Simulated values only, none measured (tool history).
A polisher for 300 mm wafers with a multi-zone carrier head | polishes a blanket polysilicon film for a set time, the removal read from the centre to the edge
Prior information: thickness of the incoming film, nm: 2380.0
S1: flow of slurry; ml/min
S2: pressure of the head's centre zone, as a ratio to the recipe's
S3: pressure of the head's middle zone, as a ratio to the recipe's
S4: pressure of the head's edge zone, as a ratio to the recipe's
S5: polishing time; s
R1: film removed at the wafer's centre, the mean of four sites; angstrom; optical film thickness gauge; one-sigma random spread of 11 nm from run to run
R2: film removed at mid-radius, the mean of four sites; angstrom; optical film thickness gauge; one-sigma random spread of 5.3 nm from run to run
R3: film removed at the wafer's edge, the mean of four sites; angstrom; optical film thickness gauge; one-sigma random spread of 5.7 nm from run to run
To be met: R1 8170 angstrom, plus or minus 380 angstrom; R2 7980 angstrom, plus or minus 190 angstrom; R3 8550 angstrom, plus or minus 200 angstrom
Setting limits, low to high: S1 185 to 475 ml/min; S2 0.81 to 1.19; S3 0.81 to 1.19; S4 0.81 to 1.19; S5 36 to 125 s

run  hour   S1    S2    S3    S4   S5      R1      R2      R3
  1     0  305     1     1     1   80  6112.1  6042.6  5940.6
  2   4.9  310     1     1  1.03   84    6347  6346.1  6355.4
  3   8.8  310  0.96     1  1.03   84  6238.3  6345.5  6457.5
  4  11.1  310  0.89     1  1.03   84  5876.3  6421.3  6305.4
  5  13.2  310  0.89     1  1.03   99  6913.9  7548.3  7505.2
  6  18.8  310  0.89  1.07  1.03   99  6852.2  7891.1  7381.2
  7  26.3  320  0.91  1.06  1.05  100  7008.5  7873.3  7586.6
  8  27.2  325  0.93  1.05  1.06  101  7268.2  8018.4  7766.5
  9  28.9  330  0.95  1.04  1.08  101  7240.6  7951.5  7720.7
 10  31.7  325  0.96  1.02  1.09  102  7410.4  7957.6  7860.2

Exactly one of the 5 candidate moves below puts every result within its allowed miss. Which one?
  A  34.5  380   1.1  0.98  1.08  103   ?   ?   ?
  B  34.5  280  0.89  0.98  1.16  106   ?   ?   ?
  C  34.5  315  0.96  0.96  1.09  110   ?   ?   ?
  D  34.5  335  1.14  1.06  0.93   98   ?   ?   ?
  E  34.5  285  0.92  1.08  1.05  101   ?   ?   ?

move      R1      R2      R3
   A  8521.6  7764.9  7964.9
   B  7280.3  7761.6  8259.2
   C  8084.4  8016.6  8429.9
   D  8230.9  7809.1  7069.8
   E  7121.9  8047.2  7546.5
A: better than the last run, though not everything is in spec
B: better than the last run, though not everything is in spec
C: meets every target
D: misses by more than the last run did
E: misses by more than the last run did
The move that meets every target is C.
